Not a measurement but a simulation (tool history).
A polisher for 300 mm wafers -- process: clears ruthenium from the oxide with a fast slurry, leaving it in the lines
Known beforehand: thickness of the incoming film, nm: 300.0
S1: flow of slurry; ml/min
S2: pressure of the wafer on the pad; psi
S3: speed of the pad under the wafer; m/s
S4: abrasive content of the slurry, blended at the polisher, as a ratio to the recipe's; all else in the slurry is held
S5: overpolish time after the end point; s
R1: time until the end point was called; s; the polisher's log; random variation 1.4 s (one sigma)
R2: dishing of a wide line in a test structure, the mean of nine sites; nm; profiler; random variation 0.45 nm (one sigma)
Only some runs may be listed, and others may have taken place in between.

run 1 hour=0.0 | S1=315 S2=1.9 S3=1.28 S4=1.00 S5=26 | R1=78.685 R2=51.961
run 2 hour=4.7 | S1=315 S2=1.8 S3=1.28 S4=1.00 S5=20 | R1=84.226 R2=45.017
run 3 hour=9.6 | S1=315 S2=2.0 S3=1.12 S4=1.00 S5=16 | R1=82.256 R2=37.566
run 4 hour=17.6 | S1=310 S2=2.3 S3=0.94 S4=0.90 S5=13 | R1=84.545 R2=31.582
run 5 hour=22.1 | S1=310 S2=2.5 S3=0.82 S4=0.85 S5=11 | R1=92.173 R2=26.537
run 6 hour=26.3 | S1=310 S2=2.2 S3=0.82 S4=0.85 S5=11 | R1=102.100 R2=23.711

What will run 7 give?
run 7 hour=34.5 | S1=350 S2=2.5 S3=0.78 S4=0.80 S5=10 | R1=? R2=?

{"run 7": {"R1": 94.934, "R2": 23.646}}

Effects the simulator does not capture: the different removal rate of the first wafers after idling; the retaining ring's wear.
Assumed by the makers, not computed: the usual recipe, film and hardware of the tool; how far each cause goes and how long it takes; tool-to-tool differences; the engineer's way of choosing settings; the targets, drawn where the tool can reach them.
